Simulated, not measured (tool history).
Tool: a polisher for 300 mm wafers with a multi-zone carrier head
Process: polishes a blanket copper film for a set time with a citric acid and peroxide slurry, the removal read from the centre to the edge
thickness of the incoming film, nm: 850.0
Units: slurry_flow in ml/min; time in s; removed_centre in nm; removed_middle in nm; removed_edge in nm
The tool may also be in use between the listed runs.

Run 1, day 0.000: slurry_flow 290 ml/min, centre_zone 1.00, middle_zone 1.00, edge_zone 1.00, slurry_solids 1.00, time 62 s. Result: removed_centre 207.530 nm, removed_middle 201.700 nm, removed_edge 203.140 nm.
Run 2, day 0.229: slurry_flow 290 ml/min, centre_zone 1.00, middle_zone 1.00, edge_zone 1.00, slurry_solids 1.20, time 62 s. Result: removed_centre 218.410 nm, removed_middle 211.810 nm, removed_edge 212.230 nm.
Run 3, day 0.433: slurry_flow 290 ml/min, centre_zone 0.99, middle_zone 1.00, edge_zone 0.99, slurry_solids 1.15, time 59 s. Result: removed_centre 204.350 nm, removed_middle 200.810 nm, removed_edge 199.500 nm.
Run 4, day 0.621: slurry_flow 290 ml/min, centre_zone 0.99, middle_zone 1.00, edge_zone 0.99, slurry_solids 1.15, time 47 s. Result: removed_centre 161.380 nm, removed_middle 158.150 nm, removed_edge 160.670 nm.
Run 5, day 0.758: slurry_flow 290 ml/min, centre_zone 0.98, middle_zone 1.00, edge_zone 0.98, slurry_solids 1.10, time 45 s. Result: removed_centre 150.720 nm, removed_middle 150.360 nm, removed_edge 149.790 nm.
Run 6, day 1.025: slurry_flow 290 ml/min, centre_zone 1.01, middle_zone 1.00, edge_zone 0.98, slurry_solids 1.10, time 45 s. Result: removed_centre 154.890 nm, removed_middle 150.280 nm, removed_edge 150.080 nm.
Run 7, day 1.133: slurry_flow 290 ml/min, centre_zone 1.00, middle_zone 1.00, edge_zone 0.97, slurry_solids 1.05, time 44 s. Result: removed_centre 151.800 nm, removed_middle 144.930 nm, removed_edge 143.970 nm.
Run 8, day 1.354: slurry_flow 285 ml/min, centre_zone 0.98, middle_zone 1.00, edge_zone 0.96, slurry_solids 1.00, time 43 s. Result: removed_centre 142.390 nm, removed_middle 142.220 nm, removed_edge 138.760 nm.
Run 9, day 1.458: slurry_flow 260 ml/min, centre_zone 0.88, middle_zone 0.90, edge_zone 0.86, slurry_solids 0.75, time 30 s. Result: removed_centre 82.782 nm, removed_middle 84.146 nm, removed_edge 85.729 nm.

Forecast run 10:
Run 10, day 1.758: slurry_flow 270 ml/min, centre_zone 0.88, middle_zone 0.91, edge_zone 0.87, slurry_solids 0.75, time 30 s. Result: removed_centre ?, removed_middle ?, removed_edge ?.

{"run 10": {"removed_centre": 81.678, "removed_middle": 85.971, "removed_edge": 86.549}}

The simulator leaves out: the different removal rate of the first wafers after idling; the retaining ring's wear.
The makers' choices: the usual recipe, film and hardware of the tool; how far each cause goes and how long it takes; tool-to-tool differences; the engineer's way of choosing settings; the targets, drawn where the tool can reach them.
